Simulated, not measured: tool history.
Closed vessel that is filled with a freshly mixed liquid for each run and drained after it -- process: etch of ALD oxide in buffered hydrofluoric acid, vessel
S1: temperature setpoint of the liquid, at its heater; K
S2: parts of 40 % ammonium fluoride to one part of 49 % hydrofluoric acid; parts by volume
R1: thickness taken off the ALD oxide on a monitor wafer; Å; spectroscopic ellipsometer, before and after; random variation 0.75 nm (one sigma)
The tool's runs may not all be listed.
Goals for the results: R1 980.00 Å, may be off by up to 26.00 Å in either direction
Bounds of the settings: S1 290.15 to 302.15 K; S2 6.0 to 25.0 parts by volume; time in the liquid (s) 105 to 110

run 1 hour=0.0 | S1=294.15 S2=15.5 time_in_the_liquid_(s)=105 | R1=847.97
run 2 hour=3.4 | S1=294.15 S2=18.5 time_in_the_liquid_(s)=105 | R1=708.74
run 3 hour=5.4 | S1=296.15 S2=18.5 time_in_the_liquid_(s)=105 | R1=799.22
run 4 hour=11.4 | S1=296.15 S2=18.5 time_in_the_liquid_(s)=110 | R1=839.79
run 5 hour=13.3 | S1=296.15 S2=21.5 time_in_the_liquid_(s)=110 | R1=741.28
run 6 hour=18.6 | S1=296.15 S2=21.5 time_in_the_liquid_(s)=110 | R1=744.39
run 7 hour=25.4 | S1=297.65 S2=21.5 time_in_the_liquid_(s)=110 | R1=802.01
run 8 hour=30.6 | S1=298.65 S2=21.5 time_in_the_liquid_(s)=110 | R1=837.40
run 9 hour=32.4 | S1=299.65 S2=21.5 time_in_the_liquid_(s)=110 | R1=896.10
run 10 hour=35.6 | S1=300.15 S2=21.5 time_in_the_liquid_(s)=110 | R1=916.51
run 11 hour=42.8 | S1=300.65 S2=21.5 time_in_the_liquid_(s)=110 | R1=949.70

Exercise: of the 4 proposed moves below, exactly one satisfies all targets within the stated allowed misses. Which move is it?
run A hour=50.0 | S1=299.65 S2=18.5 time_in_the_liquid_(s)=105 | R1=?
run B hour=50.0 | S1=300.65 S2=22.5 time_in_the_liquid_(s)=110 | R1=?
run C hour=50.0 | S1=302.15 S2=25.0 time_in_the_liquid_(s)=110 | R1=?
run D hour=50.0 | S1=300.65 S2=20.5 time_in_the_liquid_(s)=105 | R1=?

move=A R1=967.43
move=B R1=913.56
move=C R1=920.95
move=D R1=929.50
A: each result inside its tolerance
B: further off than the last run
C: further off than the last run
D: further off than the last run
So the answer is move A, the one that meets all the targets.

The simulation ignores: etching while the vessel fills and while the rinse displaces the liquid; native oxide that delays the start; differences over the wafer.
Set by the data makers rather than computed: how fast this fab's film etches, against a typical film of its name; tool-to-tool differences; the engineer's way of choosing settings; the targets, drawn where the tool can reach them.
